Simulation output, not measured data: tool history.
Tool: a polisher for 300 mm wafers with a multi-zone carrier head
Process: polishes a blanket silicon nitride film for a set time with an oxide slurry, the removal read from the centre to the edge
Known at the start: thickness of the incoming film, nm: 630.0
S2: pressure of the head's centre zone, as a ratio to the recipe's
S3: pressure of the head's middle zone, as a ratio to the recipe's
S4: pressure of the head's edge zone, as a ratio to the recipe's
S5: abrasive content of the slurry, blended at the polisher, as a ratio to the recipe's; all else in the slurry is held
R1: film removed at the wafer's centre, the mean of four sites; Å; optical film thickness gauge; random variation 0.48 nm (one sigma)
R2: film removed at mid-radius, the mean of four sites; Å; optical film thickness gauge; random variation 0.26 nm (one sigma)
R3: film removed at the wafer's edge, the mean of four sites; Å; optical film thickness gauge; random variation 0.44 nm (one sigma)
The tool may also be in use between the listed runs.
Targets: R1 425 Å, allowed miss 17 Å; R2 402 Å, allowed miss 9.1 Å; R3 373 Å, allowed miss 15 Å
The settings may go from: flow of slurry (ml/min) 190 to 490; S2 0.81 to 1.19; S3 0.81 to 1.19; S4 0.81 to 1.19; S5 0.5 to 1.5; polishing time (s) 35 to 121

Run 1, hour 0: flow of slurry (ml/min) 315, S2 1, S3 1, S4 1, S5 1, polishing time (s) 78. Result: R1 538.77 Å, R2 540.19 Å, R3 552.7 Å.
Run 2, hour 5.3: flow of slurry (ml/min) 315, S2 1, S3 1, S4 0.96, S5 1, polishing time (s) 78. Result: R1 535.72 Å, R2 542.66 Å, R3 538.48 Å.
Run 3, hour 14.2: flow of slurry (ml/min) 315, S2 1, S3 1, S4 1, S5 1, polishing time (s) 78. Result: R1 537.28 Å, R2 535.27 Å, R3 565.15 Å.
Run 4, hour 18.1: flow of slurry (ml/min) 315, S2 0.94, S3 1, S4 1, S5 1, polishing time (s) 78. Result: R1 506.22 Å, R2 537.28 Å, R3 555.58 Å.
Run 5, hour 20.5: flow of slurry (ml/min) 320, S2 0.96, S3 0.99, S4 0.97, S5 0.9, polishing time (s) 77. Result: R1 476.29 Å, R2 496.92 Å, R3 508.47 Å.
Run 6, hour 29.2: flow of slurry (ml/min) 320, S2 0.96, S3 0.99, S4 0.97, S5 0.75, polishing time (s) 77. Result: R1 427.04 Å, R2 449.05 Å, R3 459.54 Å.
Run 7, hour 30.1: flow of slurry (ml/min) 320, S2 0.98, S3 0.99, S4 0.95, S5 0.75, polishing time (s) 77. Result: R1 442.84 Å, R2 450.32 Å, R3 453.69 Å.
Run 8, hour 36.4: flow of slurry (ml/min) 320, S2 0.99, S3 0.99, S4 0.93, S5 0.75, polishing time (s) 77. Result: R1 449.27 Å, R2 452.33 Å, R3 449.5 Å.
Run 9, hour 41.5: flow of slurry (ml/min) 320, S2 1, S3 0.99, S4 0.91, S5 0.75, polishing time (s) 77. Result: R1 452.36 Å, R2 448.07 Å, R3 439.35 Å.
Run 10, hour 49.6: flow of slurry (ml/min) 320, S2 1, S3 0.99, S4 0.9, S5 0.75, polishing time (s) 77. Result: R1 449.72 Å, R2 449.28 Å, R3 437.76 Å.
Run 11, hour 57.7: flow of slurry (ml/min) 320, S2 1.01, S3 0.99, S4 0.89, S5 0.75, polishing time (s) 77. Result: R1 459.97 Å, R2 454.22 Å, R3 435.3 Å.
Run 12, hour 58.2: flow of slurry (ml/min) 320, S2 1.01, S3 0.99, S4 0.88, S5 0.75, polishing time (s) 77. Result: R1 458.05 Å, R2 458.27 Å, R3 440.16 Å.
Run 13, hour 66.4: flow of slurry (ml/min) 320, S2 1.09, S3 1, S4 0.81, S5 0.5, polishing time (s) 74. Result: R1 350.78 Å, R2 325.97 Å, R3 307.03 Å.
At hour 73.8: slurry nozzle cleaned.
Run 14, hour 73.8: flow of slurry (ml/min) 330, S2 1.09, S3 1.01, S4 0.83, S5 0.55, polishing time (s) 74. Result: R1 400.46 Å, R2 372.43 Å, R3 347.88 Å.
Run 15, hour 79.2: flow of slurry (ml/min) 340, S2 1.09, S3 1.01, S4 0.83, S5 0.55, polishing time (s) 74. Result: R1 406.95 Å, R2 371.87 Å, R3 349.04 Å.
Run 16, hour 85.8: flow of slurry (ml/min) 345, S2 1.08, S3 1.01, S4 0.83, S5 0.55, polishing time (s) 74. Result: R1 404.34 Å, R2 370.5 Å, R3 341.38 Å.
Run 17, hour 86.5: flow of slurry (ml/min) 350, S2 1.07, S3 1.01, S4 0.84, S5 0.55, polishing time (s) 74. Result: R1 398.54 Å, R2 375.78 Å, R3 349.72 Å.
Run 18, hour 91.8: flow of slurry (ml/min) 360, S2 1.07, S3 1.01, S4 0.84, S5 0.55, polishing time (s) 74. Result: R1 402.62 Å, R2 378.2 Å, R3 350.72 Å.
Run 19, hour 99.2: flow of slurry (ml/min) 410, S2 1.09, S3 1.05, S4 0.92, S5 0.6, polishing time (s) 74. Result: R1 440.11 Å, R2 406.18 Å, R3 380.83 Å.

Which of these 4 next moves meets every target?
Run A, hour 106.6: flow of slurry (ml/min) 385, S2 1.11, S3 0.9, S4 0.91, S5 0.55, polishing time (s) 84. Result: R1 ?, R2 ?, R3 ?.
Run B, hour 106.6: flow of slurry (ml/min) 395, S2 1.11, S3 1.11, S4 0.94, S5 0.65, polishing time (s) 66. Result: R1 ?, R2 ?, R3 ?.
Run C, hour 106.6: flow of slurry (ml/min) 430, S2 1.14, S3 1.06, S4 0.9, S5 0.7, polishing time (s) 66. Result: R1 ?, R2 ?, R3 ?.
Run D, hour 106.6: flow of slurry (ml/min) 440, S2 1.07, S3 0.95, S4 0.85, S5 0.55, polishing time (s) 85. Result: R1 ?, R2 ?, R3 ?.

move      R1      R2      R3
   A  476.18  402.52  421.53
   B  423.22  398.13  379.09
   C  459.72  410.52  392.32
   D  469.61  422.71   416.6
A: further off than the last run
B: meets every target
C: further off than the last run
D: further off than the last run
The right move is B.

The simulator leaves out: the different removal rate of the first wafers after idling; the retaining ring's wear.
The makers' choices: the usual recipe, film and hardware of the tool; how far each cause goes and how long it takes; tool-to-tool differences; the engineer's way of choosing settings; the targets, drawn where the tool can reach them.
